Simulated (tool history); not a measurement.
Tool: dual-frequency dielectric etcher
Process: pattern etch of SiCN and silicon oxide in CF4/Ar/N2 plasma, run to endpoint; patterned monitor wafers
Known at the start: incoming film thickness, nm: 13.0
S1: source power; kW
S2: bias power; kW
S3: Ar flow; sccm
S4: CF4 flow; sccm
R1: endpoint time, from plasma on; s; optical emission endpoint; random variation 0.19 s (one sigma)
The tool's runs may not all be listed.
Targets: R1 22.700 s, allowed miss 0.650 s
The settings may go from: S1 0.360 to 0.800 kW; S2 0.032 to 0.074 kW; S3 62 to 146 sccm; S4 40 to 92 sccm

Run 1, day 0.000: S1 0.580 kW, S2 0.053 kW, S3 104 sccm, S4 66 sccm. Result: R1 16.750 s.
Run 2, day 0.058: S1 0.580 kW, S2 0.049 kW, S3 104 sccm, S4 66 sccm. Result: R1 17.091 s.
Run 3, day 0.258: S1 0.580 kW, S2 0.042 kW, S3 104 sccm, S4 66 sccm. Result: R1 17.697 s.
Run 4, day 0.546: S1 0.540 kW, S2 0.041 kW, S3 105 sccm, S4 66 sccm. Result: R1 19.612 s.
Run 5, day 0.633: S1 0.540 kW, S2 0.041 kW, S3 97 sccm, S4 66 sccm. Result: R1 19.519 s.
Run 6, day 0.929: S1 0.520 kW, S2 0.041 kW, S3 97 sccm, S4 66 sccm. Result: R1 20.466 s.
Run 7, day 1.221: S1 0.510 kW, S2 0.041 kW, S3 97 sccm, S4 66 sccm. Result: R1 20.876 s.
Run 8, day 1.317: S1 0.500 kW, S2 0.041 kW, S3 97 sccm, S4 66 sccm. Result: R1 21.562 s.
Run 9, day 1.383: S1 0.490 kW, S2 0.041 kW, S3 97 sccm, S4 66 sccm. Result: R1 21.856 s.

4 next moves are on the table. One of them brings every result within its allowed miss. Which?
Run A, day 1.450: S1 0.530 kW, S2 0.040 kW, S3 87 sccm, S4 57 sccm. Result: R1 ?.
Run B, day 1.450: S1 0.500 kW, S2 0.043 kW, S3 67 sccm, S4 65 sccm. Result: R1 ?.
Run C, day 1.450: S1 0.470 kW, S2 0.055 kW, S3 114 sccm, S4 49 sccm. Result: R1 ?.
Run D, day 1.450: S1 0.510 kW, S2 0.046 kW, S3 96 sccm, S4 65 sccm. Result: R1 ?.

move      R1
   A  20.519
   B  20.304
   C  22.471
   D  19.986
A: further off than the last run
B: further off than the last run
C: meets every target
D: further off than the last run
Answer: C

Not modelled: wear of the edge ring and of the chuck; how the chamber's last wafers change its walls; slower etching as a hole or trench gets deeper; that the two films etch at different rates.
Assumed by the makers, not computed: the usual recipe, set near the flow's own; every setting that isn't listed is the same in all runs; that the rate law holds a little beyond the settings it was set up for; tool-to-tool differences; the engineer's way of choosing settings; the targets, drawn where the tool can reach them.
